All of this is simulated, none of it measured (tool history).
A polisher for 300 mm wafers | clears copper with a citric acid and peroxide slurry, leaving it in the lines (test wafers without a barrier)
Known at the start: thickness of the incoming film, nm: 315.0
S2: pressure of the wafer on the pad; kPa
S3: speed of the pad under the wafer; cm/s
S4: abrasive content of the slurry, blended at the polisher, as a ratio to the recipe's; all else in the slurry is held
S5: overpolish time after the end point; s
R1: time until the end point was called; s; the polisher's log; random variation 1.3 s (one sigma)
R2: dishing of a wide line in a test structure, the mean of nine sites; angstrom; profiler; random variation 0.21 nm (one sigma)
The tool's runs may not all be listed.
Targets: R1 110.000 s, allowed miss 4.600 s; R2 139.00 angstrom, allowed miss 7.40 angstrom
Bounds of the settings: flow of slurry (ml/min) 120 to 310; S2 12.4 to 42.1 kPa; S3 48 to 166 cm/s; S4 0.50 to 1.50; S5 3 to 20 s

{"run": 1, "hour": 0.0, "flow of slurry (ml/min)": 200, "S2": 26.9, "S3": 106, "S4": 1.0, "S5": 10, "R1": 85.496, "R2": 249.0}
{"run": 2, "hour": 4.3, "flow of slurry (ml/min)": 205, "S2": 24.8, "S3": 106, "S4": 1.0, "S5": 9, "R1": 91.733, "R2": 200.38}
{"run": 3, "hour": 5.5, "flow of slurry (ml/min)": 205, "S2": 24.8, "S3": 106, "S4": 1.0, "S5": 13, "R1": 91.793, "R2": 279.09}
{"run": 4, "hour": 8.2, "flow of slurry (ml/min)": 185, "S2": 24.8, "S3": 106, "S4": 1.0, "S5": 13, "R1": 94.85, "R2": 287.53}
{"run": 5, "hour": 9.7, "flow of slurry (ml/min)": 185, "S2": 24.8, "S3": 106, "S4": 1.2, "S5": 13, "R1": 87.166, "R2": 292.0}
{"run": 6, "hour": 16.2, "flow of slurry (ml/min)": 165, "S2": 24.8, "S3": 106, "S4": 1.2, "S5": 13, "R1": 90.394, "R2": 291.24}
{"run": 7, "hour": 19.8, "flow of slurry (ml/min)": 180, "S2": 22.1, "S3": 106, "S4": 1.25, "S5": 12, "R1": 96.484, "R2": 251.68}
{"run": 8, "hour": 26.8, "flow of slurry (ml/min)": 215, "S2": 16.5, "S3": 106, "S4": 1.25, "S5": 7, "R1": 119.23, "R2": 126.0}
{"run": 9, "hour": 28.7, "flow of slurry (ml/min)": 215, "S2": 17.2, "S3": 106, "S4": 1.25, "S5": 7, "R1": 114.68, "R2": 129.1}

Which of these 4 next moves meets every target?
{"run": "A", "hour": 30.6, "flow of slurry (ml/min)": 180, "S2": 18.6, "S3": 110, "S4": 1.2, "S5": 6, "R1": "?", "R2": "?"}
{"run": "B", "hour": 30.6, "flow of slurry (ml/min)": 300, "S2": 16.5, "S3": 112, "S4": 1.25, "S5": 7, "R1": "?", "R2": "?"}
{"run": "C", "hour": 30.6, "flow of slurry (ml/min)": 260, "S2": 20.0, "S3": 86, "S4": 1.5, "S5": 6, "R1": "?", "R2": "?"}
{"run": "D", "hour": 30.6, "flow of slurry (ml/min)": 215, "S2": 17.9, "S3": 108, "S4": 1.3, "S5": 6, "R1": "?", "R2": "?"}

move=A R1=112.060 R2=119.59
move=B R1=113.660 R2=136.09
move=C R1=110.150 R2=121.67
move=D R1=111.840 R2=119.75
A: further off than the last run
B: meets every target
C: further off than the last run
D: further off than the last run
The right move is B.
